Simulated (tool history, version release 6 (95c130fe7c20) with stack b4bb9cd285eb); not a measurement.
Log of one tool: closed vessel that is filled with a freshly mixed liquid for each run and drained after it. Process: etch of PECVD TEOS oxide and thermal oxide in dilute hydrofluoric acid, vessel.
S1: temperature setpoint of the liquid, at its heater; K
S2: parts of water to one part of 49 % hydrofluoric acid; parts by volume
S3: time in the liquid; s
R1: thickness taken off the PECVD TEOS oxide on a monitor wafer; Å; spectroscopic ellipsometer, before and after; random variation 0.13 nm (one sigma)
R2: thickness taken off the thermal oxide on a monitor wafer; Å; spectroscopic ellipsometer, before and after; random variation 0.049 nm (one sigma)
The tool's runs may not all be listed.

run,day,S1,S2,S3,R1,R2
1,0,296.15,160,70,113.67,20.193
2,0.246,297.65,160,70,119.52,21.648
3,0.288,297.65,160,55,92.389,16.031
4,0.658,299.15,150,55,105.84,19.068
5,0.746,300.15,145,55,113.59,20.294
6,1,301.15,140,55,123.33,22.221
7,1.133,301.65,140,55,126.31,23.194

The next listed run, before its measurement:
8,1.417,302.15,140,55,?,?

{"run 8": {"R1": 128.68, "R2": 22.836}}
